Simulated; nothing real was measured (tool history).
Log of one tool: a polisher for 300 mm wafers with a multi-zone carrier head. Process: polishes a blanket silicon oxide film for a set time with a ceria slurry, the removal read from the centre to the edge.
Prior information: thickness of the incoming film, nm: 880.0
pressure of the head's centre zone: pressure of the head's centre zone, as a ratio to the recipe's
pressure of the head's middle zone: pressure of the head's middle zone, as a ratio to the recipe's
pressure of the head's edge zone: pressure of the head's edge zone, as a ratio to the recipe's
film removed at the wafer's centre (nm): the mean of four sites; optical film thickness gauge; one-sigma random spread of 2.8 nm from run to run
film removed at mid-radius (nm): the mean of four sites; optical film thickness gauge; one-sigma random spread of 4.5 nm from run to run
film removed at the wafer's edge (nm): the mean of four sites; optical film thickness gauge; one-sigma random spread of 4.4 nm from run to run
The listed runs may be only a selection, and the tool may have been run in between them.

run    day  flow of slurry (ml/min)  pressure of the head's centre zone  pressure of the head's middle zone  pressure of the head's edge zone  polishing time (s)  film removed at the wafer's centre (nm)  film removed at mid-radius (nm)  film removed at the wafer's edge (nm)
  1  0.000                      270                                1.00                                1.00                              1.00                  47                                   280.24                           288.92                                 286.91
  2  0.300                      210                                1.00                                1.00                              1.00                  47                                   260.94                           276.59                                 284.01
  3  0.462                      210                                1.00                                1.00                              0.92                  47                                   261.00                           278.42                                 273.37
  4  0.775                      210                                0.95                                1.00                              0.92                  47                                   246.35                           278.23                                 274.86
  5  0.800                      230                                0.98                                0.99                              0.97                  49                                   278.19                           286.51                                 292.78
  6  1.042                      255                                0.99                                1.00                              1.02                  50                                   290.05                           301.07                                 309.63
  7  1.392                      280                                1.01                                1.00                              1.05                  51                                   307.30                           323.62                                 328.38
  8  1.458                      305                                1.03                                0.98                              1.06                  51                                   317.63                           314.61                                 325.39
  9  1.708                      320                                1.05                                0.98                              1.08                  51                                   333.25                           313.74                                 340.11

Expected results for the next run?
 10  2.058                      335                                1.05                                0.99                              1.08                  51                                        ?                                ?                                      ?

Run 10 gave film removed at the wafer's centre (nm) 333.03, film removed at mid-radius (nm) 321.23, film removed at the wafer's edge (nm) 344.46.

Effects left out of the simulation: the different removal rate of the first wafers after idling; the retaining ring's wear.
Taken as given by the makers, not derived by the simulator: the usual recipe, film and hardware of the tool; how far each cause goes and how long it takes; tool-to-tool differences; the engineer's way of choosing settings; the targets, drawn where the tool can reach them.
